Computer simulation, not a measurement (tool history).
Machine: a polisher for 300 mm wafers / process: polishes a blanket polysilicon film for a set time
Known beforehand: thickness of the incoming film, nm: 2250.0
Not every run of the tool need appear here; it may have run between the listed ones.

| run | hour | flow of slurry (ml/min) | pressure of the wafer on the pad (psi) | speed of the pad under the wafer (cm/s) | polishing time (s) | film removed (Å) |
|---|---|---|---|---|---|---|
| 1 | 0.0 | 195 | 2.0 | 86 | 26 | 1268.60 |
| 2 | 2.1 | 195 | 1.8 | 86 | 26 | 1187.40 |
| 3 | 5.0 | 155 | 1.8 | 86 | 26 | 1142.40 |
| 4 | 9.0 | 155 | 1.8 | 96 | 26 | 1291.30 |
| 5 | 11.5 | 155 | 1.5 | 94 | 26 | 1029.90 |
| 6 | 15.0 | 155 | 1.5 | 94 | 26 | 1043.50 |
| 7 | 19.6 | 155 | 1.3 | 94 | 26 | 905.41 |

The next listed run, before its measurement:
| 8 | 23.2 | 155 | 1.2 | 94 | 26 | ? |

{"run 8": {"film removed (Å)": 844.83}}
